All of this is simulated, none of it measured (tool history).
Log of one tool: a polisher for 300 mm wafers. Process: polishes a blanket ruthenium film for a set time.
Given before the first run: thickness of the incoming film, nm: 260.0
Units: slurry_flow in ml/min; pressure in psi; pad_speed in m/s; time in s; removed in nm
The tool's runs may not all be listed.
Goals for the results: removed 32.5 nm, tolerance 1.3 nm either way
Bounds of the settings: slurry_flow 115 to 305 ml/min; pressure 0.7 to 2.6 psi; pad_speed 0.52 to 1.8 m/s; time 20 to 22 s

{"run": 1, "hour": 0.0, "slurry_flow": 195, "pressure": 1.6, "pad_speed": 1.16, "time": 22, "removed": 19.485}
{"run": 2, "hour": 4.3, "slurry_flow": 195, "pressure": 1.8, "pad_speed": 1.16, "time": 22, "removed": 21.745}
{"run": 3, "hour": 9.6, "slurry_flow": 195, "pressure": 1.8, "pad_speed": 0.94, "time": 22, "removed": 18.344}
{"run": 4, "hour": 11.3, "slurry_flow": 195, "pressure": 1.8, "pad_speed": 0.74, "time": 22, "removed": 15.092}
{"run": 5, "hour": 15.0, "slurry_flow": 195, "pressure": 1.8, "pad_speed": 0.74, "time": 22, "removed": 15.325}
{"run": 6, "hour": 17.7, "slurry_flow": 195, "pressure": 1.8, "pad_speed": 0.88, "time": 22, "removed": 17.322}
{"run": 7, "hour": 26.0, "slurry_flow": 205, "pressure": 2.3, "pad_speed": 1.04, "time": 22, "removed": 25.547}
{"run": 8, "hour": 33.9, "slurry_flow": 205, "pressure": 2.4, "pad_speed": 1.06, "time": 22, "removed": 26.991}
{"run": 9, "hour": 40.9, "slurry_flow": 205, "pressure": 2.4, "pad_speed": 1.08, "time": 22, "removed": 27.789}
{"run": 10, "hour": 49.1, "slurry_flow": 205, "pressure": 2.4, "pad_speed": 1.1, "time": 22, "removed": 28.041}
{"run": 11, "hour": 52.6, "slurry_flow": 205, "pressure": 2.4, "pad_speed": 1.12, "time": 22, "removed": 28.273}
{"run": 12, "hour": 61.2, "slurry_flow": 205, "pressure": 2.5, "pad_speed": 1.14, "time": 22, "removed": 30.547}

4 next moves are on the table. One of them brings every result within its allowed miss. Which?
{"run": "A", "hour": 69.8, "slurry_flow": 170, "pressure": 2.6, "pad_speed": 1.36, "time": 22, "removed": "?"}
{"run": "B", "hour": 69.8, "slurry_flow": 205, "pressure": 2.6, "pad_speed": 1.34, "time": 22, "removed": "?"}
{"run": "C", "hour": 69.8, "slurry_flow": 195, "pressure": 2.6, "pad_speed": 1.04, "time": 22, "removed": "?"}
{"run": "D", "hour": 69.8, "slurry_flow": 165, "pressure": 2.6, "pad_speed": 1.24, "time": 22, "removed": "?"}

move=A removed=34.949
move=B removed=35.541
move=C removed=28.425
move=D removed=32.095
A: the result that was furthest off in the last run now lies on the other side of its target
B: the result that was furthest off in the last run now lies on the other side of its target
C: the biggest miss grows against the last run
D: all results in spec
Answer: D
